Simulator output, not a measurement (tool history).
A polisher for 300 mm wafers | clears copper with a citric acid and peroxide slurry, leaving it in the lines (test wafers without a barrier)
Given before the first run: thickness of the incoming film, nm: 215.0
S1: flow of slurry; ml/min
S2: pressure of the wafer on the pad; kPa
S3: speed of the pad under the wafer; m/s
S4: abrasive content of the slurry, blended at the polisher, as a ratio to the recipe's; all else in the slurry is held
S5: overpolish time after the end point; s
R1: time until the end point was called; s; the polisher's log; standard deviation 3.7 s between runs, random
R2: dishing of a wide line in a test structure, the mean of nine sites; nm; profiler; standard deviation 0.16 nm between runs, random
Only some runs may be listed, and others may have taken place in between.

run	day	S1	S2	S3	S4	S5	R1	R2
1	0.000	205	14.5	0.98	1.0	22	142.87	17.662
2	0.225	205	14.5	0.98	1.1	22	140.27	18.040
3	0.558	205	14.5	0.98	1.1	15	139.46	14.049
4	0.592	205	14.5	0.98	1.1	23	141.12	18.984
5	0.746	205	14.5	0.98	1.1	31	143.98	22.822
6	0.800	205	13.8	0.94	1.1	31	154.95	21.973
7	0.829	205	13.1	0.90	1.1	31	172.27	20.685
8	1.067	205	12.4	0.88	1.1	30	182.06	18.995

Run 9, settings as shown, results not yet in. Your forecast:
9	1.304	205	11.7	0.86	1.1	30	?	?

R1: 198.74 s
R2: 17.932 nm
